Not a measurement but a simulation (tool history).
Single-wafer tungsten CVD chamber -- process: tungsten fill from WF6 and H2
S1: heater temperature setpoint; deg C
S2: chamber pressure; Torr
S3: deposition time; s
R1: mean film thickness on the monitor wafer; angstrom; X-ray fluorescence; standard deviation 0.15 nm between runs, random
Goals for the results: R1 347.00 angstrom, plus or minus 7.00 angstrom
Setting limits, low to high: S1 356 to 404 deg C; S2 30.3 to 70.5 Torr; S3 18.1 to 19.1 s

Run 1, day 0.000: S1 380 deg C, S2 50.4 Torr, S3 19.1 s. Result: R1 480.88 angstrom.
Run 2, day 0.229: S1 380 deg C, S2 50.4 Torr, S3 19.1 s. Result: R1 485.21 angstrom.
Run 3, day 0.367: S1 369 deg C, S2 50.4 Torr, S3 19.1 s. Result: R1 372.28 angstrom.
Run 4, day 0.646: S1 363 deg C, S2 50.4 Torr, S3 19.1 s. Result: R1 323.66 angstrom.
At day 0.962: thermocouple changed; heater temperature recalibrated.
Run 5, day 0.962: S1 363 deg C, S2 50.4 Torr, S3 18.1 s. Result: R1 279.40 angstrom.
Run 6, day 1.017: S1 365 deg C, S2 50.5 Torr, S3 18.1 s. Result: R1 291.62 angstrom.
Run 7, day 1.283: S1 367 deg C, S2 50.6 Torr, S3 18.1 s. Result: R1 305.18 angstrom.
Run 8, day 1.538: S1 369 deg C, S2 50.7 Torr, S3 18.1 s. Result: R1 326.67 angstrom.

Next run, 4 choices. One meets every target within its allowed miss, the rest don't. Which?
Run A, day 1.792: S1 366 deg C, S2 54.1 Torr, S3 18.6 s. Result: R1 ?.
Run B, day 1.792: S1 364 deg C, S2 53.1 Torr, S3 18.6 s. Result: R1 ?.
Run C, day 1.792: S1 365 deg C, S2 56.0 Torr, S3 18.1 s. Result: R1 ?.
Run D, day 1.792: S1 370 deg C, S2 53.6 Torr, S3 18.5 s. Result: R1 ?.

move      R1
   A  313.61
   B  296.60
   C  301.07
   D  343.10
A: the biggest miss grows against the last run
B: the biggest miss grows against the last run
C: the biggest miss grows against the last run
D: every result within its allowed miss
D meets every target.
